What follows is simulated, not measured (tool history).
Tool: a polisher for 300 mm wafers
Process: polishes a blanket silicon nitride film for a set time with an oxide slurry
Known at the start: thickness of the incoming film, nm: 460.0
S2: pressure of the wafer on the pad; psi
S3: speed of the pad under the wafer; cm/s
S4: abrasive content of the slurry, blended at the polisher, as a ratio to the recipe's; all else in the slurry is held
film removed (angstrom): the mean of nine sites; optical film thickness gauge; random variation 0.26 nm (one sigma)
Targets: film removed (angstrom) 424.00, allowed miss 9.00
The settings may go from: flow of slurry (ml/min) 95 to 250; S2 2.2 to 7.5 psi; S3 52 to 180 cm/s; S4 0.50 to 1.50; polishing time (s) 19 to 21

run 1 day=0.000 | flow_of_slurry_(ml/min)=160 S2=4.8 S3=116 S4=1.00 polishing_time_(s)=21 | film_removed_(angstrom)=216.03
run 2 day=0.271 | flow_of_slurry_(ml/min)=160 S2=4.8 S3=116 S4=1.00 polishing_time_(s)=19 | film_removed_(angstrom)=193.72
run 3 day=0.583 | flow_of_slurry_(ml/min)=170 S2=5.3 S3=120 S4=1.00 polishing_time_(s)=19 | film_removed_(angstrom)=222.44
run 4 day=0.650 | flow_of_slurry_(ml/min)=135 S2=5.3 S3=120 S4=1.00 polishing_time_(s)=19 | film_removed_(angstrom)=212.74
run 5 day=0.983 | flow_of_slurry_(ml/min)=135 S2=5.3 S3=120 S4=1.00 polishing_time_(s)=21 | film_removed_(angstrom)=234.65
run 6 day=1.329 | flow_of_slurry_(ml/min)=135 S2=5.3 S3=106 S4=1.00 polishing_time_(s)=21 | film_removed_(angstrom)=214.30
run 7 day=1.546 | flow_of_slurry_(ml/min)=145 S2=5.7 S3=112 S4=1.00 polishing_time_(s)=21 | film_removed_(angstrom)=242.10
run 8 day=1.617 | flow_of_slurry_(ml/min)=155 S2=6.0 S3=116 S4=1.00 polishing_time_(s)=21 | film_removed_(angstrom)=265.20
-- day=1.821 slurry nozzle cleaned
run 9 day=1.821 | flow_of_slurry_(ml/min)=165 S2=6.3 S3=120 S4=1.00 polishing_time_(s)=21 | film_removed_(angstrom)=310.28
run 10 day=2.029 | flow_of_slurry_(ml/min)=175 S2=6.4 S3=120 S4=1.00 polishing_time_(s)=21 | film_removed_(angstrom)=315.78
run 11 day=2.404 | flow_of_slurry_(ml/min)=185 S2=7.5 S3=132 S4=1.00 polishing_time_(s)=21 | film_removed_(angstrom)=398.84
run 12 day=2.512 | flow_of_slurry_(ml/min)=190 S2=7.5 S3=132 S4=1.00 polishing_time_(s)=21 | film_removed_(angstrom)=403.95
run 13 day=2.796 | flow_of_slurry_(ml/min)=195 S2=7.5 S3=132 S4=1.00 polishing_time_(s)=21 | film_removed_(angstrom)=403.70
run 14 day=3.021 | flow_of_slurry_(ml/min)=200 S2=7.5 S3=134 S4=1.00 polishing_time_(s)=21 | film_removed_(angstrom)=409.28
run 15 day=3.292 | flow_of_slurry_(ml/min)=200 S2=7.5 S3=136 S4=1.00 polishing_time_(s)=21 | film_removed_(angstrom)=411.03

5 next moves are on the table. One of them brings every result within its allowed miss. Which?
run A day=3.562 | flow_of_slurry_(ml/min)=195 S2=7.5 S3=140 S4=0.90 polishing_time_(s)=21 | film_removed_(angstrom)=?
run B day=3.562 | flow_of_slurry_(ml/min)=210 S2=7.5 S3=138 S4=1.00 polishing_time_(s)=20 | film_removed_(angstrom)=?
run C day=3.562 | flow_of_slurry_(ml/min)=190 S2=7.5 S3=138 S4=1.15 polishing_time_(s)=21 | film_removed_(angstrom)=?
run D day=3.562 | flow_of_slurry_(ml/min)=210 S2=6.8 S3=156 S4=1.10 polishing_time_(s)=19 | film_removed_(angstrom)=?
run E day=3.562 | flow_of_slurry_(ml/min)=195 S2=7.5 S3=126 S4=1.20 polishing_time_(s)=21 | film_removed_(angstrom)=?

move=A film_removed_(angstrom)=403.26
move=B film_removed_(angstrom)=405.28
move=C film_removed_(angstrom)=449.91
move=D film_removed_(angstrom)=402.14
move=E film_removed_(angstrom)=429.75
A: further off than the last run
B: further off than the last run
C: takes the result that was furthest off past its target
D: further off than the last run
E: meets every target
Answer: E
